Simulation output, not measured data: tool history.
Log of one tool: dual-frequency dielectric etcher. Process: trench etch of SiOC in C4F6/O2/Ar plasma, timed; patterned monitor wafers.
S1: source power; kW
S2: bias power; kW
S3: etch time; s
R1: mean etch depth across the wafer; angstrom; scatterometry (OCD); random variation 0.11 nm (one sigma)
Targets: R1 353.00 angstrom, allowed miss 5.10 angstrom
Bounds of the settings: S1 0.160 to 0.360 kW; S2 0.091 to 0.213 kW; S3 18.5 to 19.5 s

run  hour     S1     S2    S3      R1
  1   0.0  0.260  0.152  18.5  291.43
  2   2.2  0.280  0.159  18.5  303.15
  3   7.6  0.240  0.159  18.5  287.55
  4  10.2  0.260  0.159  18.5  297.21
  5  16.0  0.280  0.165  18.5  307.44
     22.2  -- bias power generator calibrated
  6  22.2  0.300  0.170  18.5  321.67
  7  23.2  0.310  0.172  18.5  325.61
  8  24.7  0.320  0.174  18.5  331.47

5 next moves are on the table. One of them brings every result within its allowed miss. Which?
  A  26.2  0.360  0.185  18.5   ?
  B  26.2  0.310  0.150  18.5   ?
  C  26.2  0.340  0.186  19.5   ?
  D  26.2  0.350  0.213  18.5   ?
  E  26.2  0.330  0.205  19.0   ?

move      R1
   A  352.86
   B  312.37
   C  365.04
   D  366.19
   E  363.57
A: meets every target
B: further off than the last run
C: takes the result that was furthest off past its target
D: takes the result that was furthest off past its target
E: takes the result that was furthest off past its target
Answer: A

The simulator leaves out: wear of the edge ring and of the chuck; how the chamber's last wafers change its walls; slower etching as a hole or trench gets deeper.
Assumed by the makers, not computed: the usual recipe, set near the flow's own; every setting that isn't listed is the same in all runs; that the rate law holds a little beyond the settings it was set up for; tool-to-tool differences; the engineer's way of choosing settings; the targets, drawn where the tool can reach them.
